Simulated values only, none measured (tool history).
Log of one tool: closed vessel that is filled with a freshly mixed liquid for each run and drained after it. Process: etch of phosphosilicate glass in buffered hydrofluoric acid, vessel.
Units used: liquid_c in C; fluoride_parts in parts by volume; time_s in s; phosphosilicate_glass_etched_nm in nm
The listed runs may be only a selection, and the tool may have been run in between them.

run  hour  liquid_c  fluoride_parts  time_s  phosphosilicate_glass_etched_nm
  1   0.0      21.0            16.0     100                           474.56
  2   6.7      20.5            16.0     100                           464.45
  3  11.4      20.0            16.0     100                           455.05
  4  14.3      19.5            16.0     100                           437.01
  5  17.9      19.0            16.0     100                           418.63
  6  21.0      19.0            16.0     105                           439.34
  7  25.6      18.0            16.0     105                           422.14
  8  33.5      17.5            16.0     105                           406.73
  9  35.9      17.0            16.0     105                           399.32

What will run 10 give?
 10  43.1      17.0            16.0     105                                ?

{"run 10": {"phosphosilicate_glass_etched_nm": 402.07}}
